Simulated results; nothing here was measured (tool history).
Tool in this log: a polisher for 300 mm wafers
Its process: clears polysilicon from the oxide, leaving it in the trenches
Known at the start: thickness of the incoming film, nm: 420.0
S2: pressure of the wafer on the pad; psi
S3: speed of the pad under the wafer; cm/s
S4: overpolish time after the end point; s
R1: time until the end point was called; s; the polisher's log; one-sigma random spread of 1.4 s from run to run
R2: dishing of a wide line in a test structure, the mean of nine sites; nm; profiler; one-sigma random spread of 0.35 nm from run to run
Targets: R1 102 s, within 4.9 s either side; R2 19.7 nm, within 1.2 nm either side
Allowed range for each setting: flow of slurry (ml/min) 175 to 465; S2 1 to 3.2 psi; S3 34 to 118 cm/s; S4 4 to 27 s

{"run": 1, "day": 0.0, "flow of slurry (ml/min)": 295, "S2": 2.1, "S3": 76, "S4": 14, "R1": 56.809, "R2": 38.701}
{"run": 2, "day": 0.329, "flow of slurry (ml/min)": 295, "S2": 1.9, "S3": 74, "S4": 12, "R1": 66.182, "R2": 36.089}
{"run": 3, "day": 0.625, "flow of slurry (ml/min)": 290, "S2": 1.8, "S3": 70, "S4": 10, "R1": 72.735, "R2": 30.242}
{"run": 4, "day": 0.838, "flow of slurry (ml/min)": 290, "S2": 1.8, "S3": 82, "S4": 10, "R1": 62.291, "R2": 32.914}
{"run": 5, "day": 1.196, "flow of slurry (ml/min)": 290, "S2": 1.8, "S3": 68, "S4": 10, "R1": 73.671, "R2": 29.799}
{"run": 6, "day": 1.304, "flow of slurry (ml/min)": 275, "S2": 1.7, "S3": 66, "S4": 9, "R1": 81.973, "R2": 27.024}
{"run": 7, "day": 1.621, "flow of slurry (ml/min)": 265, "S2": 1.6, "S3": 66, "S4": 8, "R1": 86.516, "R2": 24.052}
{"run": 8, "day": 1.783, "flow of slurry (ml/min)": 250, "S2": 1.5, "S3": 66, "S4": 8, "R1": 94.356, "R2": 23.036}
{"run": 9, "day": 1.971, "flow of slurry (ml/min)": 240, "S2": 1.5, "S3": 66, "S4": 8, "R1": 94.796, "R2": 22.62}
{"day": 2.196, "done": "worn pad replaced by a new one"}
{"run": 10, "day": 2.196, "flow of slurry (ml/min)": 175, "S2": 1.4, "S3": 66, "S4": 4, "R1": 98.045, "R2": 13.165}
{"run": 11, "day": 2.554, "flow of slurry (ml/min)": 195, "S2": 1.4, "S3": 66, "S4": 4, "R1": 97.432, "R2": 13.087}
{"run": 12, "day": 2.679, "flow of slurry (ml/min)": 175, "S2": 1.3, "S3": 66, "S4": 10, "R1": 106.72, "R2": 24.556}
{"run": 13, "day": 2.962, "flow of slurry (ml/min)": 175, "S2": 1.4, "S3": 64, "S4": 9, "R1": 99.807, "R2": 23.698}
{"run": 14, "day": 3.2, "flow of slurry (ml/min)": 175, "S2": 1.4, "S3": 66, "S4": 8, "R1": 97.786, "R2": 22.784}

Exercise: of the 5 proposed moves below, exactly one satisfies all targets within the stated allowed misses. Which move is it?
{"run": "A", "day": 3.438, "flow of slurry (ml/min)": 180, "S2": 1.8, "S3": 52, "S4": 12, "R1": "?", "R2": "?"}
{"run": "B", "day": 3.438, "flow of slurry (ml/min)": 175, "S2": 1.1, "S3": 72, "S4": 8, "R1": "?", "R2": "?"}
{"run": "C", "day": 3.438, "flow of slurry (ml/min)": 180, "S2": 1, "S3": 78, "S4": 8, "R1": "?", "R2": "?"}
{"run": "D", "day": 3.438, "flow of slurry (ml/min)": 225, "S2": 1.1, "S3": 66, "S4": 7, "R1": "?", "R2": "?"}
{"run": "E", "day": 3.438, "flow of slurry (ml/min)": 175, "S2": 1.4, "S3": 64, "S4": 7, "R1": "?", "R2": "?"}

move=A R1=99.567 R2=28.721
move=B R1=117.13 R2=19.878
move=C R1=117.94 R2=19.777
move=D R1=122.35 R2=17.411
move=E R1=104.37 R2=19.615
A: misses by more than the last run did
B: brings the last run's worst result on target, with another outside its allowed miss
C: brings the last run's worst result on target, with another outside its allowed miss
D: moves the result that the last run missed by most past its target, out the other side
E: every result within its allowed miss
So the answer is move E, the one that meets all the targets.
